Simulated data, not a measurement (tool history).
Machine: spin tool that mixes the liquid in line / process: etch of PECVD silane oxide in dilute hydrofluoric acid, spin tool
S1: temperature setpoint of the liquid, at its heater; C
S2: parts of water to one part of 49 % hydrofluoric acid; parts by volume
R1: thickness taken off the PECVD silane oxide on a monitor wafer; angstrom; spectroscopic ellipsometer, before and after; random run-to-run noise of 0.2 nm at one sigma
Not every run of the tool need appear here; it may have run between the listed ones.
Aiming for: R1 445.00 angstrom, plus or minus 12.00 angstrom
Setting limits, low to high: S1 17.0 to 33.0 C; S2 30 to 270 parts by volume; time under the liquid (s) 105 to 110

Run 1, hour 0.0: S1 25.0 C, S2 150 parts by volume, time under the liquid (s) 105. Result: R1 258.68 angstrom.
Run 2, hour 7.0: S1 25.0 C, S2 150 parts by volume, time under the liquid (s) 105. Result: R1 258.39 angstrom.
Run 3, hour 15.2: S1 25.0 C, S2 180 parts by volume, time under the liquid (s) 105. Result: R1 208.27 angstrom.
Run 4, hour 17.4: S1 26.0 C, S2 170 parts by volume, time under the liquid (s) 105. Result: R1 229.71 angstrom.
Run 5, hour 19.6: S1 24.0 C, S2 170 parts by volume, time under the liquid (s) 105. Result: R1 215.31 angstrom.
Run 6, hour 25.9: S1 24.0 C, S2 205 parts by volume, time under the liquid (s) 105. Result: R1 169.88 angstrom.
Run 7, hour 28.4: S1 25.0 C, S2 190 parts by volume, time under the liquid (s) 105. Result: R1 194.69 angstrom.
Run 8, hour 36.1: S1 26.0 C, S2 175 parts by volume, time under the liquid (s) 105. Result: R1 224.66 angstrom.
Run 9, hour 43.4: S1 27.0 C, S2 165 parts by volume, time under the liquid (s) 105. Result: R1 252.23 angstrom.
Run 10, hour 48.1: S1 28.0 C, S2 160 parts by volume, time under the liquid (s) 105. Result: R1 268.65 angstrom.
Run 11, hour 52.4: S1 32.0 C, S2 105 parts by volume, time under the liquid (s) 105. Result: R1 510.57 angstrom.
Run 12, hour 55.1: S1 31.5 C, S2 105 parts by volume, time under the liquid (s) 105. Result: R1 502.48 angstrom.
Run 13, hour 61.5: S1 31.0 C, S2 105 parts by volume, time under the liquid (s) 105. Result: R1 490.34 angstrom.
Run 14, hour 67.9: S1 30.5 C, S2 105 parts by volume, time under the liquid (s) 105. Result: R1 480.92 angstrom.
Run 15, hour 72.7: S1 30.0 C, S2 105 parts by volume, time under the liquid (s) 105. Result: R1 471.31 angstrom.

Pick the move, out of 4, that brings all results within their allowed miss; only one does.
Run A, hour 77.5: S1 32.0 C, S2 110 parts by volume, time under the liquid (s) 110. Result: R1 ?.
Run B, hour 77.5: S1 28.0 C, S2 100 parts by volume, time under the liquid (s) 110. Result: R1 ?.
Run C, hour 77.5: S1 24.5 C, S2 95 parts by volume, time under the liquid (s) 110. Result: R1 ?.
Run D, hour 77.5: S1 30.0 C, S2 100 parts by volume, time under the liquid (s) 110. Result: R1 ?.

move      R1
   A  504.09
   B  484.33
   C  447.85
   D  522.41
A: misses by more than the last run did
B: misses by more than the last run did
C: in spec on every target
D: misses by more than the last run did
C is the move that brings every result within its allowed miss.
